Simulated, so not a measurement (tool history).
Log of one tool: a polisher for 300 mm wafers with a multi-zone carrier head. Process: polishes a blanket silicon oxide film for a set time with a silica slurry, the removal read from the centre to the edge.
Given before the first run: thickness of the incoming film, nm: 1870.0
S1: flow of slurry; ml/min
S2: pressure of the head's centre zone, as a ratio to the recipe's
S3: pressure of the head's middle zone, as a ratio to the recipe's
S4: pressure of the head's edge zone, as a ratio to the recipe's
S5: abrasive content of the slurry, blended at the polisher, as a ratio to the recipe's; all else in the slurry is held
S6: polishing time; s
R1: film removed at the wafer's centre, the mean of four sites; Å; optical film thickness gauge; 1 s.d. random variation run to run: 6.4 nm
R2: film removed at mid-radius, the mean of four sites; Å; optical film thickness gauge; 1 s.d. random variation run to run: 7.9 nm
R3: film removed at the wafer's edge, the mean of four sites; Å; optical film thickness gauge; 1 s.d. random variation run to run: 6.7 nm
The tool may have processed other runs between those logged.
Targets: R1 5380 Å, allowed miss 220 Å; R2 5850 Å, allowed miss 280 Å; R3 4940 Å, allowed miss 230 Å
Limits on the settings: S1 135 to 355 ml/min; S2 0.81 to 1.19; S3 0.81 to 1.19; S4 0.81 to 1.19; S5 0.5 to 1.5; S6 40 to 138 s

run 1 hour=0 | S1=225 S2=1 S3=1 S4=1 S5=1 S6=88 | R1=3169.7 R2=3105 R3=3153
run 2 hour=8.3 | S1=225 S2=1 S3=0.94 S4=1 S5=1 S6=88 | R1=3204 R2=2921.3 R3=3240.5
run 3 hour=9.2 | S1=230 S2=1.01 S3=0.96 S4=1 S5=1.05 S6=90 | R1=3265.3 R2=3130.2 R3=3250.9
run 4 hour=11.8 | S1=230 S2=1.01 S3=0.99 S4=1 S5=1.05 S6=90 | R1=3445.4 R2=3229.3 R3=3363.7
run 5 hour=18.2 | S1=230 S2=0.98 S3=0.99 S4=1 S5=1.05 S6=90 | R1=3263.2 R2=3246.5 R3=3319.8
run 6 hour=21.5 | S1=230 S2=0.99 S3=1.01 S4=1.01 S5=1.1 S6=92 | R1=3465.4 R2=3419.6 R3=3403.4
run 7 hour=22.2 | S1=230 S2=0.99 S3=1.02 S4=1.01 S5=1.15 S6=95 | R1=3610.6 R2=3641.3 R3=3592.8
run 8 hour=27.4 | S1=230 S2=0.99 S3=1.03 S4=1.01 S5=1.2 S6=97 | R1=3718 R2=3732.2 R3=3773.4
run 9 hour=35.4 | S1=240 S2=0.99 S3=1.05 S4=1 S5=1.25 S6=99 | R1=3885.1 R2=4139.1 R3=3904.8
run 10 hour=41.6 | S1=260 S2=1.09 S3=1.15 S4=1.1 S5=1.5 S6=108 | R1=5085.3 R2=5189 R3=4694.7

Which one of the following 4 next-run settings gets every result inside its allowed miss? There is exactly one.
run A hour=47.8 | S1=245 S2=1.12 S3=1.1 S4=1.05 S5=1.4 S6=105 | R1=? R2=? R3=?
run B hour=47.8 | S1=240 S2=1.17 S3=1.11 S4=0.96 S5=1.5 S6=107 | R1=? R2=? R3=?
run C hour=47.8 | S1=230 S2=1.04 S3=1.1 S4=1.18 S5=1.5 S6=102 | R1=? R2=? R3=?
run D hour=47.8 | S1=270 S2=1.09 S3=1.19 S4=1.02 S5=1.45 S6=118 | R1=? R2=? R3=?

move=A R1=4806.5 R2=4610.2 R3=4457.1
move=B R1=5210.7 R2=4834.9 R3=4444
move=C R1=4423.5 R2=4551.7 R3=4677.8
move=D R1=5396.3 R2=5672.1 R3=5032
A: the biggest miss grows against the last run
B: the biggest miss grows against the last run
C: the biggest miss grows against the last run
D: all results in spec
Go with D: it meets all targets.
